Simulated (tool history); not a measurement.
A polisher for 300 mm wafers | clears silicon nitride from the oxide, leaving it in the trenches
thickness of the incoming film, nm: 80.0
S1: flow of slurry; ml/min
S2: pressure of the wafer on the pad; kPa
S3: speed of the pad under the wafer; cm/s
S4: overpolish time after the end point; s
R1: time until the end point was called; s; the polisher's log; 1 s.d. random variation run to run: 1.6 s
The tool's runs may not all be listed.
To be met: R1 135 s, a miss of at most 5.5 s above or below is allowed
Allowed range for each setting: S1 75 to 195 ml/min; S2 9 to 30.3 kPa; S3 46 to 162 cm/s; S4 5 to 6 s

run	day	S1	S2	S3	S4	R1
1	0	125	19.3	104	6	101.59
2	0.254	125	16.5	104	6	112.64
3	0.454	110	16.5	104	6	115.69
4	0.771	110	18.6	104	6	106.31
5	0.804	135	18.6	104	6	104.63
6	1.104	135	17.2	104	6	109.42
7	1.304	135	15.9	104	6	113.11
8	1.55	130	15.2	104	6	118.1
9	1.858	130	14.5	104	6	121.19
10	1.912	130	13.8	104	6	124.53

Which single option among these 4 for the next run brings every result within its allowed miss of target? Just one does.
A	1.967	160	17.2	80	5	?
B	1.967	140	15.2	112	6	?
C	1.967	120	13.8	124	5	?
D	1.967	140	17.2	98	6	?

move	R1
A	132.36
B	106.23
C	104.91
D	111.05
A: meets every target
B: further off than the last run
C: further off than the last run
D: further off than the last run
A meets every target.
